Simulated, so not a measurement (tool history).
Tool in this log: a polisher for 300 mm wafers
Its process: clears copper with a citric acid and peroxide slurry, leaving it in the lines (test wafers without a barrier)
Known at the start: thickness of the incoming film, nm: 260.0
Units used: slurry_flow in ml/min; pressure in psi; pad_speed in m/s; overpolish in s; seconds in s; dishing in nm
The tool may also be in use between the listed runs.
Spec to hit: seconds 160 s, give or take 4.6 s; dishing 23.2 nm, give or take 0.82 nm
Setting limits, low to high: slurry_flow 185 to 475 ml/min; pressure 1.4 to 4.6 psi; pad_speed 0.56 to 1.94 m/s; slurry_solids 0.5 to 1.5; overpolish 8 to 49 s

{"run": 1, "hour": 0.0, "slurry_flow": 305, "pressure": 3, "pad_speed": 1.24, "slurry_solids": 1, "overpolish": 25, "seconds": 102.83, "dishing": 38.911}
{"run": 2, "hour": 3.8, "slurry_flow": 350, "pressure": 3, "pad_speed": 1.24, "slurry_solids": 1, "overpolish": 25, "seconds": 100.68, "dishing": 39.146}
{"run": 3, "hour": 5.0, "slurry_flow": 350, "pressure": 2.9, "pad_speed": 1.24, "slurry_solids": 1, "overpolish": 25, "seconds": 105.77, "dishing": 37.649}
{"run": 4, "hour": 14.1, "slurry_flow": 350, "pressure": 2.9, "pad_speed": 1.24, "slurry_solids": 1, "overpolish": 29, "seconds": 104.53, "dishing": 42.064}
{"run": 5, "hour": 21.3, "slurry_flow": 395, "pressure": 2.9, "pad_speed": 1.24, "slurry_solids": 1, "overpolish": 29, "seconds": 104, "dishing": 43.217}
{"run": 6, "hour": 28.4, "slurry_flow": 395, "pressure": 2.8, "pad_speed": 1.24, "slurry_solids": 1, "overpolish": 28, "seconds": 106.66, "dishing": 40.859}
{"run": 7, "hour": 37.4, "slurry_flow": 395, "pressure": 2.7, "pad_speed": 1.24, "slurry_solids": 1, "overpolish": 27, "seconds": 110.43, "dishing": 38.525}
{"run": 8, "hour": 39.5, "slurry_flow": 395, "pressure": 2.6, "pad_speed": 1.24, "slurry_solids": 1, "overpolish": 26, "seconds": 116.61, "dishing": 35.891}
{"run": 9, "hour": 43.9, "slurry_flow": 395, "pressure": 2.5, "pad_speed": 1.24, "slurry_solids": 1, "overpolish": 25, "seconds": 121.43, "dishing": 33.81}
{"run": 10, "hour": 51.4, "slurry_flow": 395, "pressure": 2.4, "pad_speed": 1.24, "slurry_solids": 1, "overpolish": 24, "seconds": 125.37, "dishing": 31.014}
{"run": 11, "hour": 57.9, "slurry_flow": 395, "pressure": 2.3, "pad_speed": 1.24, "slurry_solids": 1, "overpolish": 24, "seconds": 131.38, "dishing": 30.212}
{"run": 12, "hour": 60.2, "slurry_flow": 395, "pressure": 2.2, "pad_speed": 1.24, "slurry_solids": 1, "overpolish": 24, "seconds": 136.83, "dishing": 29.178}
{"run": 13, "hour": 68.3, "slurry_flow": 395, "pressure": 2.2, "pad_speed": 1.24, "slurry_solids": 1, "overpolish": 24, "seconds": 135.07, "dishing": 28.599}
{"run": 14, "hour": 77.4, "slurry_flow": 390, "pressure": 2.2, "pad_speed": 1.24, "slurry_solids": 1, "overpolish": 24, "seconds": 134.93, "dishing": 28.571}
{"run": 15, "hour": 82.3, "slurry_flow": 380, "pressure": 1.6, "pad_speed": 1.24, "slurry_solids": 1, "overpolish": 22, "seconds": 182.25, "dishing": 20.225}
{"run": 16, "hour": 88.4, "slurry_flow": 390, "pressure": 1.6, "pad_speed": 1.24, "slurry_solids": 1, "overpolish": 22, "seconds": 184.79, "dishing": 19.966}
{"run": 17, "hour": 96.6, "slurry_flow": 395, "pressure": 1.6, "pad_speed": 1.24, "slurry_solids": 1, "overpolish": 22, "seconds": 184, "dishing": 20.284}
{"run": 18, "hour": 102.6, "slurry_flow": 400, "pressure": 1.6, "pad_speed": 1.24, "slurry_solids": 1, "overpolish": 22, "seconds": 182.44, "dishing": 19.972}
{"run": 19, "hour": 105.0, "slurry_flow": 400, "pressure": 1.6, "pad_speed": 1.24, "slurry_solids": 1, "overpolish": 22, "seconds": 186.61, "dishing": 19.93}
{"run": 20, "hour": 109.1, "slurry_flow": 405, "pressure": 1.6, "pad_speed": 1.24, "slurry_solids": 1, "overpolish": 22, "seconds": 183, "dishing": 20.273}
{"run": 21, "hour": 117.6, "slurry_flow": 410, "pressure": 1.6, "pad_speed": 1.24, "slurry_solids": 1, "overpolish": 22, "seconds": 185.32, "dishing": 19.997}

Below are 5 possible settings for the next run. Only one of them brings all results inside the allowed miss of their targets. Which is it?
{"run": "A", "hour": 126.1, "slurry_flow": 440, "pressure": 1.8, "pad_speed": 1.24, "slurry_solids": 1.05, "overpolish": 22, "seconds": "?", "dishing": "?"}
{"run": "B", "hour": 126.1, "slurry_flow": 470, "pressure": 1.4, "pad_speed": 1.16, "slurry_solids": 1.05, "overpolish": 21, "seconds": "?", "dishing": "?"}
{"run": "C", "hour": 126.1, "slurry_flow": 440, "pressure": 2.1, "pad_speed": 1.1, "slurry_solids": 1.15, "overpolish": 21, "seconds": "?", "dishing": "?"}
{"run": "D", "hour": 126.1, "slurry_flow": 440, "pressure": 1.6, "pad_speed": 0.96, "slurry_solids": 1, "overpolish": 33, "seconds": "?", "dishing": "?"}
{"run": "E", "hour": 126.1, "slurry_flow": 425, "pressure": 1.9, "pad_speed": 1.26, "slurry_solids": 1.05, "overpolish": 21, "seconds": "?", "dishing": "?"}

move=A seconds=162.48 dishing=22.916
move=B seconds=218.56 dishing=16.675
move=C seconds=153.06 dishing=23.396
move=D seconds=235.08 dishing=23.496
move=E seconds=152.32 dishing=23.354
A: meets every target
B: the biggest miss grows against the last run
C: carries the result that was furthest off beyond its target, to the other side
D: the biggest miss grows against the last run
E: carries the result that was furthest off beyond its target, to the other side
A is the move that brings every result within its allowed miss.

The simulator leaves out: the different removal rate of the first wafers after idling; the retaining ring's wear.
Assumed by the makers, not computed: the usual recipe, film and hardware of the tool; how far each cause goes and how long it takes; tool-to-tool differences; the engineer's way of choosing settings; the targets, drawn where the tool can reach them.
